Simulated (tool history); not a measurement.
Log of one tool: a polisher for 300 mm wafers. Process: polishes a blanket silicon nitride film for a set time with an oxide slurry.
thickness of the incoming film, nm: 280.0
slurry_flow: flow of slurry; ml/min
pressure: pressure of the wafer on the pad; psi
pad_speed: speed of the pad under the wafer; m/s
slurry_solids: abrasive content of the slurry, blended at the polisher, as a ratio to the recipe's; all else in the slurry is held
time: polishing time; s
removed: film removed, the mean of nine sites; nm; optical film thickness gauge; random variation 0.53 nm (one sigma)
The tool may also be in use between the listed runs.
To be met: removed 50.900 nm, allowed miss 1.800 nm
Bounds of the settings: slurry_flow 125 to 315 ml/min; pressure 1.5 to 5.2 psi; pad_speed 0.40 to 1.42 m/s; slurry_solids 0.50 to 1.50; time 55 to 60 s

| run | hour | slurry_flow | pressure | pad_speed | slurry_solids | time | removed |
|---|---|---|---|---|---|---|---|
| 1 | 0.0 | 205 | 3.3 | 0.90 | 1.00 | 60 | 25.652 |
| 2 | 3.5 | 170 | 3.3 | 0.90 | 1.00 | 60 | 25.470 |
| 3 | 9.3 | 170 | 3.9 | 0.94 | 1.00 | 60 | 30.530 |
| 4 | 17.5 | 170 | 3.9 | 1.10 | 1.00 | 60 | 33.515 |
| 5 | 18.8 | 170 | 3.9 | 1.10 | 1.00 | 60 | 33.586 |
| 6 | 27.6 | 170 | 4.3 | 1.14 | 1.00 | 60 | 37.642 |
| 7 | 33.5 | 170 | 4.3 | 1.14 | 1.00 | 60 | 38.310 |
| 8 | 36.2 | 170 | 4.3 | 1.14 | 1.00 | 60 | 38.132 |
| 9 | 42.5 | 180 | 5.2 | 1.16 | 1.00 | 60 | 46.438 |
| 10 | 49.4 | 180 | 5.2 | 1.20 | 1.00 | 60 | 47.072 |
| 11 | 55.3 | 180 | 5.2 | 1.24 | 1.00 | 60 | 47.555 |
|  | 57.0 | worn pad replaced by a new one |
| 12 | 57.0 | 190 | 5.2 | 1.34 | 1.00 | 60 | 57.213 |
| 13 | 59.0 | 175 | 5.1 | 1.34 | 1.00 | 60 | 56.166 |
| 14 | 64.1 | 175 | 4.9 | 1.34 | 1.00 | 60 | 54.198 |

4 next moves are on the table. One of them brings every result within its allowed miss. Which?
| A | 69.2 | 175 | 5.2 | 1.32 | 1.00 | 60 | ? |
| B | 69.2 | 180 | 5.0 | 1.22 | 1.05 | 58 | ? |
| C | 69.2 | 180 | 5.0 | 1.42 | 1.00 | 59 | ? |
| D | 69.2 | 140 | 4.6 | 1.42 | 1.20 | 60 | ? |

| move | removed |
|---|---|
| A | 55.650 |
| B | 50.854 |
| C | 55.215 |
| D | 54.738 |
A: further off than the last run
B: meets every target
C: further off than the last run
D: further off than the last run
The right move is B.

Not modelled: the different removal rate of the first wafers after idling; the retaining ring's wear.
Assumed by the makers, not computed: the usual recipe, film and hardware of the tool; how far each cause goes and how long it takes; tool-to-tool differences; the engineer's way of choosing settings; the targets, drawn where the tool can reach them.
